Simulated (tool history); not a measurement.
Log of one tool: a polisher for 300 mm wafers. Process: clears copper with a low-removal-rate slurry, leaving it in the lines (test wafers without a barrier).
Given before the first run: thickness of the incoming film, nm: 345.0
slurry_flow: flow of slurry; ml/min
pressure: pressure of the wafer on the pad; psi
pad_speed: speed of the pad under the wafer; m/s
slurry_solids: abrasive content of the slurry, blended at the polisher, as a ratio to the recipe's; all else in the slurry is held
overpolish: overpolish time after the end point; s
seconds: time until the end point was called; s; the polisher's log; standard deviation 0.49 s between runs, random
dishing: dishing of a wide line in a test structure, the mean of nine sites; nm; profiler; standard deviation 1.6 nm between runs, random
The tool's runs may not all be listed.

run,hour,slurry_flow,pressure,pad_speed,slurry_solids,overpolish,seconds,dishing
1,0,275,3.9,1.18,1,25,76.997,62.947
2,7.5,275,3.9,0.94,1,25,96.762,54.541
3,11.5,300,3.9,0.94,1,25,92.887,52.941
4,16.9,300,3.9,0.84,1,25,103.33,48.988
# hour 25.5: worn pad replaced by a new one
5,25.5,300,3.3,0.84,1,25,113.19,45.262
6,30.3,300,3.3,0.84,1,18,112.81,34.444

For run 7, what comes out?
7,33.4,290,4.1,1.04,1,21,?,?

seconds: 76.918 s
dishing: 54.935 nm

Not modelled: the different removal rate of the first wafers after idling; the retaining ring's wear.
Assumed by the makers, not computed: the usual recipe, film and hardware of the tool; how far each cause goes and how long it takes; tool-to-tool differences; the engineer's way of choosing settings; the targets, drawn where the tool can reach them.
